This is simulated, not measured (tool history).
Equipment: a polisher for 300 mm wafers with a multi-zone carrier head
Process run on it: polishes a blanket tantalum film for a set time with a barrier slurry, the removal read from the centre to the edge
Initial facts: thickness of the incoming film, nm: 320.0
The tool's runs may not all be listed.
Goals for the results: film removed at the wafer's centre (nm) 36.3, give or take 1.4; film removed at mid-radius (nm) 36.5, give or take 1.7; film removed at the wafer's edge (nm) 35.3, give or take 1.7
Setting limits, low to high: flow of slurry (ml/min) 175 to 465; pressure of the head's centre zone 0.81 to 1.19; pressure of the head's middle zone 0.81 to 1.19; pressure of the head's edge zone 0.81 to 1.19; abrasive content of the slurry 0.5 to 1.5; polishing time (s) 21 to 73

run	hour	flow of slurry (ml/min)	pressure of the head's centre zone	pressure of the head's middle zone	pressure of the head's edge zone	abrasive content of the slurry	polishing time (s)	film removed at the wafer's centre (nm)	film removed at mid-radius (nm)	film removed at the wafer's edge (nm)
1	0	295	1	1	1	1	47	58.083	57.838	58.272
2	3.9	295	1	1	1.04	1	47	57.672	58.223	60.233
3	5.1	295	1	1	1.09	1	47	58.058	59.328	61.323
4	12.9	295	1	1	1.09	0.8	47	53.369	54.228	56.136
5	15.5	295	1.06	1	1.09	0.8	47	56.797	52.634	56.287
6	20.2	295	1.06	1	1.09	0.95	47	60.537	57.774	58.345
7	27.9	295	1.06	1.03	1.08	0.85	43	53.485	51.828	52.625
8	35.7	300	1.06	1.05	1.05	0.75	40	46.506	45.849	45.78

Below are 5 possible settings for the next run. Only one of them brings all results inside the allowed miss of their targets. Which is it?
A	43.5	210	1.05	1.15	0.99	0.6	33	?	?	?
B	43.5	290	0.82	0.95	1.19	0.9	54	?	?	?
C	43.5	395	1.04	1.06	1.02	0.6	34	?	?	?
D	43.5	305	0.84	1.11	1.17	0.6	49	?	?	?
E	43.5	260	1.08	0.86	1.06	0.7	33	?	?	?

move	film removed at the wafer's centre (nm)	film removed at mid-radius (nm)	film removed at the wafer's edge (nm)
A	32.848	35.254	32.059
B	52.494	61.318	71.309
C	36.276	36.413	35.45
D	41.099	53.368	53.733
E	37.657	30.702	36.754
A: the result that was furthest off in the last run now lies on the other side of its target
B: its largest miss is bigger than the last run's
C: every result within its allowed miss
D: its largest miss is bigger than the last run's
E: corrects the largest miss of the last run, while another result sits out of spec
Answer: C
